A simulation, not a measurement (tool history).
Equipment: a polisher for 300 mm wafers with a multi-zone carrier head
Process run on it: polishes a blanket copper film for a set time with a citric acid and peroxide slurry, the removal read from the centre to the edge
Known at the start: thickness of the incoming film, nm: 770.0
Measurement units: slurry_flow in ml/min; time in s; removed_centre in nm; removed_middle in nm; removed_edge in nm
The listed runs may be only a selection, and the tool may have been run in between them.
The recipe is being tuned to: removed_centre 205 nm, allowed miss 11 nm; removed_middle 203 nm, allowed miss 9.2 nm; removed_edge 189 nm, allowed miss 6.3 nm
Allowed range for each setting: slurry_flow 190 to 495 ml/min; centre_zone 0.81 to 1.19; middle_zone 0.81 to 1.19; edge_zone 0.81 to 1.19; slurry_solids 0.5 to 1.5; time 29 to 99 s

run	hour	slurry_flow	centre_zone	middle_zone	edge_zone	slurry_solids	time	removed_centre	removed_middle	removed_edge
1	0	320	1	1	1	1	64	136.03	138.42	140.12
2	5.4	360	1	1	1	1	64	135.07	138.21	140.23
3	10.5	360	1.03	1.03	1.01	1.15	67	150.9	155.42	152.72
4	16.2	325	1.03	1.03	1.01	1.15	67	155.11	154.7	151.52
5	24.4	325	1.07	1.03	1.01	1.15	67	157.08	155.31	149.35
6	27.7	325	1.07	0.95	1.01	1.15	67	155.54	146.48	153.81
7	35	325	1.08	0.98	1.02	1.25	69	165.1	154.87	160.46
8	41.3	325	1.09	1.02	1.03	1.3	71	171.09	168.25	167.29
9	44.9	325	1.11	1.03	1.03	1.35	73	185.93	175.77	172.49

4 next moves are on the table. One of them brings every result within its allowed miss. Which?
A	48.5	345	1.1	1.07	1	1.25	83	?	?	?
B	48.5	310	1.06	1.06	1.01	1.35	77	?	?	?
C	48.5	420	1.09	1.1	1.02	1.2	74	?	?	?
D	48.5	325	1.16	1.03	1.12	1.5	76	?	?	?

move	removed_centre	removed_middle	removed_edge
A	204.27	202.75	188.49
B	183.69	187.98	177.4
C	181.92	186.26	170.09
D	204.13	186	189.38
A: every result within its allowed miss
B: closer than the last run, but not yet in spec
C: neither nearer nor further off than the last run
D: closer than the last run, but not yet in spec
Answer: A
